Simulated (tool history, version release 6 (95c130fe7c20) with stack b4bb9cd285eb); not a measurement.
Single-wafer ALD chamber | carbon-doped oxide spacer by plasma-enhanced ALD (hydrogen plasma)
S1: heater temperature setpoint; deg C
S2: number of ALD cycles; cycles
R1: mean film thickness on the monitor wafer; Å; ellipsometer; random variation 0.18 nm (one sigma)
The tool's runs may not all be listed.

run  hour   S1   S2      R1
  1   0.0  415  540  273.67
  2   6.3  415  587  296.69
  3   8.2  413  590  302.01
  4  14.3  412  592  303.27
  5  18.5  411  594  307.05
  6  26.7  410  595  308.83
  7  28.3  409  596  309.32
  8  34.7  409  596  310.68

Run 9 comes next. What will it give?
  9  37.9  408  597   ?

{"run 9": {"R1": 307.25}}
